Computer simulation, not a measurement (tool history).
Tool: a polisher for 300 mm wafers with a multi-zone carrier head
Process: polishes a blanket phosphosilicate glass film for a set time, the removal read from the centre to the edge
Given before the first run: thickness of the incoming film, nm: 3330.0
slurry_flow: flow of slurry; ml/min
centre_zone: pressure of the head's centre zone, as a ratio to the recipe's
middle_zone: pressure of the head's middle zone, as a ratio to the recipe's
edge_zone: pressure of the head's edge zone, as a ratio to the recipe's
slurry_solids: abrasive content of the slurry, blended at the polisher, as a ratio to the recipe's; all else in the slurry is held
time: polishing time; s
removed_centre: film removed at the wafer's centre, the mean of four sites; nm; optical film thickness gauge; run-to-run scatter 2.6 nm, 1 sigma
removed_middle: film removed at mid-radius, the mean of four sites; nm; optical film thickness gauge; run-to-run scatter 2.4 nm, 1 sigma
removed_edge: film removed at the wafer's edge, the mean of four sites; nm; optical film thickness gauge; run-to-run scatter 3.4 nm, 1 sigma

{"run": 1, "hour": 0.0, "slurry_flow": 190, "centre_zone": 1, "middle_zone": 1, "edge_zone": 1, "slurry_solids": 1, "time": 64, "removed_centre": 665.97, "removed_middle": 677.51, "removed_edge": 739.87}
{"run": 2, "hour": 5.5, "slurry_flow": 190, "centre_zone": 1, "middle_zone": 0.99, "edge_zone": 0.97, "slurry_solids": 0.9, "time": 60, "removed_centre": 603.59, "removed_middle": 594.05, "removed_edge": 654.96}
{"run": 3, "hour": 14.5, "slurry_flow": 190, "centre_zone": 1.04, "middle_zone": 0.99, "edge_zone": 0.97, "slurry_solids": 0.9, "time": 60, "removed_centre": 620.49, "removed_middle": 600.29, "removed_edge": 660.78}
{"run": 4, "hour": 16.7, "slurry_flow": 190, "centre_zone": 1.04, "middle_zone": 0.99, "edge_zone": 0.97, "slurry_solids": 0.9, "time": 66, "removed_centre": 677.01, "removed_middle": 663.18, "removed_edge": 724.71}
{"hour": 24.4, "done": "edge zone pressure recalibrated"}
{"run": 5, "hour": 24.4, "slurry_flow": 235, "centre_zone": 1.04, "middle_zone": 0.99, "edge_zone": 0.97, "slurry_solids": 0.9, "time": 66, "removed_centre": 692.29, "removed_middle": 669.84, "removed_edge": 685.94}
{"run": 6, "hour": 32.2, "slurry_flow": 235, "centre_zone": 1.04, "middle_zone": 0.99, "edge_zone": 0.97, "slurry_solids": 0.9, "time": 76, "removed_centre": 807.31, "removed_middle": 781.21, "removed_edge": 783.38}
{"run": 7, "hour": 36.7, "slurry_flow": 245, "centre_zone": 1.02, "middle_zone": 0.98, "edge_zone": 0.95, "slurry_solids": 0.85, "time": 71, "removed_centre": 721.87, "removed_middle": 698.17, "removed_edge": 712.94}
{"run": 8, "hour": 43.1, "slurry_flow": 255, "centre_zone": 1.01, "middle_zone": 0.98, "edge_zone": 0.93, "slurry_solids": 0.8, "time": 66, "removed_centre": 649.41, "removed_middle": 642.8, "removed_edge": 646.41}
{"run": 9, "hour": 50.2, "slurry_flow": 260, "centre_zone": 1.01, "middle_zone": 0.97, "edge_zone": 0.92, "slurry_solids": 0.75, "time": 61, "removed_centre": 584.82, "removed_middle": 568.41, "removed_edge": 575.34}
{"run": 10, "hour": 55.6, "slurry_flow": 215, "centre_zone": 0.93, "middle_zone": 0.89, "edge_zone": 0.82, "slurry_solids": 0.5, "time": 43, "removed_centre": 312.52, "removed_middle": 299.45, "removed_edge": 311.74}
{"run": 11, "hour": 63.2, "slurry_flow": 220, "centre_zone": 0.94, "middle_zone": 0.9, "edge_zone": 0.84, "slurry_solids": 0.5, "time": 43, "removed_centre": 311.68, "removed_middle": 303.63, "removed_edge": 315.86}
{"run": 12, "hour": 66.5, "slurry_flow": 225, "centre_zone": 0.95, "middle_zone": 0.91, "edge_zone": 0.86, "slurry_solids": 0.5, "time": 43, "removed_centre": 319.1, "removed_middle": 303.78, "removed_edge": 316.62}
{"run": 13, "hour": 73.8, "slurry_flow": 225, "centre_zone": 0.96, "middle_zone": 0.92, "edge_zone": 0.88, "slurry_solids": 0.5, "time": 43, "removed_centre": 320.67, "removed_middle": 311.85, "removed_edge": 324.52}

For run 14, what comes out?
{"run": 14, "hour": 76.8, "slurry_flow": 230, "centre_zone": 0.97, "middle_zone": 0.93, "edge_zone": 0.89, "slurry_solids": 0.5, "time": 43, "removed_centre": "?", "removed_middle": "?", "removed_edge": "?"}

Run 14 gave removed_centre 322.02 nm, removed_middle 314.38 nm, removed_edge 325.79 nm.
